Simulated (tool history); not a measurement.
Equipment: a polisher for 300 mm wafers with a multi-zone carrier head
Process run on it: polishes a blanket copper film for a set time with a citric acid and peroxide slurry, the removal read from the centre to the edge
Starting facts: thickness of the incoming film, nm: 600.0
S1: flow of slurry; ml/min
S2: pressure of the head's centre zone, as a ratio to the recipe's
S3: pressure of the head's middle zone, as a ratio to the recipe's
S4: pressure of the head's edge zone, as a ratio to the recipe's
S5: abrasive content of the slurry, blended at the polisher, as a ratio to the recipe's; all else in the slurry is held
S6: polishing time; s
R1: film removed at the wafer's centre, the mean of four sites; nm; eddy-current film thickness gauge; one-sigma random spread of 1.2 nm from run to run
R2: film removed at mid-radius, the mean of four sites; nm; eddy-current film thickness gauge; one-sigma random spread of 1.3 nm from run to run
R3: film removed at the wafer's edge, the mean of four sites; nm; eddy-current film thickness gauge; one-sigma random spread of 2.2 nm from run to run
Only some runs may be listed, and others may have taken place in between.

run	day	S1	S2	S3	S4	S5	S6	R1	R2	R3
1	0.000	160	1.00	1.00	1.00	1.00	88	188.79	186.77	195.51
2	0.242	160	1.00	1.04	1.00	1.00	88	188.79	192.79	193.02
3	0.371	160	1.00	1.04	1.00	1.00	99	214.14	220.16	217.88
4	0.479	160	1.00	1.04	0.96	1.00	99	215.11	219.56	214.56
5	0.788	160	1.00	1.04	0.96	1.00	118	258.24	260.84	249.49
6	1.150	160	1.00	1.04	0.96	0.85	118	251.40	250.60	246.84
7	1.200	150	0.97	1.03	0.94	0.80	112	219.91	235.21	227.07
8	1.508	145	0.96	1.00	0.92	0.75	107	205.70	210.80	210.50
9	1.675	140	0.93	0.98	0.91	0.70	104	189.63	199.67	197.91

What will run 10 give?
10	1.858	100	0.83	0.88	0.94	0.50	92	?	?	?

R1: 127.16 nm
R2: 140.45 nm
R3: 160.34 nm
